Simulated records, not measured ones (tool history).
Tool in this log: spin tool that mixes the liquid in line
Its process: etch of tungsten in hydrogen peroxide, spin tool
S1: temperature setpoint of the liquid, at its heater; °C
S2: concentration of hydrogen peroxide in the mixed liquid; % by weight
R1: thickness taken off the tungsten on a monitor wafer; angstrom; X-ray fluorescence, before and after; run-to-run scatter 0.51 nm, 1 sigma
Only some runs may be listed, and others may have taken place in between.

Run 1, hour 0: S1 49 °C, S2 22 % by weight, time under the liquid (s) 55. Result: R1 1388.3 angstrom.
Run 2, hour 3.8: S1 46.5 °C, S2 22 % by weight, time under the liquid (s) 55. Result: R1 1203.7 angstrom.
Run 3, hour 11.4: S1 46.5 °C, S2 22 % by weight, time under the liquid (s) 55. Result: R1 1203.3 angstrom.
Run 4, hour 13.7: S1 44.5 °C, S2 22 % by weight, time under the liquid (s) 55. Result: R1 1058.3 angstrom.
Run 5, hour 19.9: S1 49.5 °C, S2 22 % by weight, time under the liquid (s) 55. Result: R1 1454.5 angstrom.
Run 6, hour 21.9: S1 49.5 °C, S2 25 % by weight, time under the liquid (s) 55. Result: R1 1548.1 angstrom.
Run 7, hour 26: S1 46.5 °C, S2 25 % by weight, time under the liquid (s) 55. Result: R1 1281.3 angstrom.
Run 8, hour 34: S1 44 °C, S2 25 % by weight, time under the liquid (s) 55. Result: R1 1080.3 angstrom.
Run 9, hour 41.2: S1 42.5 °C, S2 25 % by weight, time under the liquid (s) 55. Result: R1 988.5 angstrom.
Run 10, hour 49.8: S1 41 °C, S2 25 % by weight, time under the liquid (s) 55. Result: R1 901.56 angstrom.
At hour 58.2: new drum of peroxide connected.
Run 11, hour 58.2: S1 39.5 °C, S2 25 % by weight, time under the liquid (s) 55. Result: R1 831.95 angstrom.
Run 12, hour 64.5: S1 39.5 °C, S2 25 % by weight, time under the liquid (s) 55. Result: R1 844.23 angstrom.
Run 13, hour 66.2: S1 38.5 °C, S2 25 % by weight, time under the liquid (s) 55. Result: R1 789.59 angstrom.

What will run 14 give?
Run 14, hour 68.8: S1 37.5 °C, S2 25 % by weight, time under the liquid (s) 55. Result: R1 ?.

{"run 14": {"R1": 733.16}}
